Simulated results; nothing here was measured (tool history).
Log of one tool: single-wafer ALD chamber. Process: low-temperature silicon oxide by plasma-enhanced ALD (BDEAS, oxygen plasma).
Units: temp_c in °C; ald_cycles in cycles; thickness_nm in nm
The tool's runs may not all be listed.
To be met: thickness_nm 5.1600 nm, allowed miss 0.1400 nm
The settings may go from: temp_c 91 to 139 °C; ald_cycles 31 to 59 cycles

run  hour  temp_c  ald_cycles  thickness_nm
  1   0.0     115          45        6.3447
  2   3.8     115          48        6.7829
  3   5.8     115          52        7.3220
  4  13.1     116          48        6.7674
  5  21.2     116          51        7.1896
  6  26.2     116          55        7.7126
  7  26.8     118          50        7.0739
  8  34.1     117          46        6.4972
  9  36.6     117          43        6.0339

5 next moves are on the table. One of them brings every result within its allowed miss. Which?
  A  39.1     117          46             ?
  B  39.1     111          36             ?
  C  39.1     113          50             ?
  D  39.1     108          51             ?
  E  39.1     111          49             ?

move  thickness_nm
   A        6.5275
   B        5.1606
   C        7.1434
   D        7.3478
   E        7.0242
A: further off than the last run
B: meets every target
C: further off than the last run
D: further off than the last run
E: further off than the last run
Move B is the one to make.
